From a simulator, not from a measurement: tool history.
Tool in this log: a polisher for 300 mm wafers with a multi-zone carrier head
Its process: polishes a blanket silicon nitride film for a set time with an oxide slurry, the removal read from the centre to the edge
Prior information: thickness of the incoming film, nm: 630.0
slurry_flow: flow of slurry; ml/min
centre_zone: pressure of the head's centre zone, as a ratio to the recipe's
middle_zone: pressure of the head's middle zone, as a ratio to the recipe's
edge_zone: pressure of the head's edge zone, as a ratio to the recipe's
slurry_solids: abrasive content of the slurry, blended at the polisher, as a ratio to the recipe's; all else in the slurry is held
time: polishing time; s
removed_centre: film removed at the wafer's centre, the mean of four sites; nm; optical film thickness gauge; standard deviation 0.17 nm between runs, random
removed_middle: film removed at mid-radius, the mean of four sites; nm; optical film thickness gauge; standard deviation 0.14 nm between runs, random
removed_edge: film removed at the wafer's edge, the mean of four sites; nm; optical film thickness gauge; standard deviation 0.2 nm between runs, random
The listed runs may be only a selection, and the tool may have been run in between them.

run  hour  slurry_flow  centre_zone  middle_zone  edge_zone  slurry_solids  time  removed_centre  removed_middle  removed_edge
  1   0.0          270         1.00         1.00       1.00           1.00    49          27.332          27.483        27.610
  2   9.0          270         1.01         0.96       0.96           0.85    48          24.816          24.516        23.751
  3  10.6          220         1.01         0.96       0.96           0.85    48          24.113          23.250        23.879
  4  18.1          220         1.01         0.96       0.96           0.90    48          24.721          24.244        24.833
  5  20.1          220         1.01         0.96       0.92           0.90    48          24.825          24.278        23.813
  6  24.4          210         1.01         0.92       0.90           0.85    48          23.829          22.674        23.059
  7  32.4          210         1.02         0.89       0.88           0.80    48          23.337          21.422        21.887

Run 8 comes next. What will it give?
  8  37.9          195         1.00         0.81       0.81           0.65    48               ?               ?             ?

{"run 8": {"removed_centre": 19.841, "removed_middle": 17.43, "removed_edge": 18.976}}
